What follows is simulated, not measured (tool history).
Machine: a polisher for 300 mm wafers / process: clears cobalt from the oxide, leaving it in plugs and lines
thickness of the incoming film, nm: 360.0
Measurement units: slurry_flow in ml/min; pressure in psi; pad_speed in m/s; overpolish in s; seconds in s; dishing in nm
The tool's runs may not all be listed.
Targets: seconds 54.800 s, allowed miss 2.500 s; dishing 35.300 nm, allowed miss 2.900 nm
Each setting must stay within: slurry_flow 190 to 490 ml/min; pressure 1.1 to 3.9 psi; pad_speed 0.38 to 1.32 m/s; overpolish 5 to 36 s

run  hour  slurry_flow  pressure  pad_speed  overpolish  seconds  dishing
  1   0.0          315       2.5       0.84          18   71.500   37.536
  2   0.6          315       2.7       0.84          18   67.526   37.514
  3   5.1          315       2.4       0.84          18   75.176   36.140
  4  10.5          315       2.4       0.84          15   73.481   34.311
  5  18.2          315       2.4       0.72          15   86.248   32.304
  6  20.2          315       2.4       0.64          15   99.632   29.746
  7  26.5          315       2.8       0.66          15   83.701   32.214
  8  28.9          315       3.1       0.68          14   77.918   32.560
  9  37.7          315       3.3       0.72          13   69.329   34.015
 10  41.6          315       3.9       0.74           8   60.945   28.000
     45.3  -- head pressure recalibrated
 11  45.3          315       3.9       0.76          10   57.404   32.831

4 next moves are on the table. One of them brings every result within its allowed miss. Which?
  A  49.0          310       3.9       0.80          12        ?        ?
  B  49.0          335       3.5       0.78          15        ?        ?
  C  49.0          300       3.7       0.76          13        ?        ?
  D  49.0          320       3.3       0.82          13        ?        ?

move  seconds  dishing
   A   54.760   35.398
   B   60.035   37.006
   C   59.883   35.302
   D   59.746   35.332
A: all results in spec
B: lands further from the targets than the last run did
C: lands further from the targets than the last run did
D: lands further from the targets than the last run did
So the answer is move A, the one that meets all the targets.
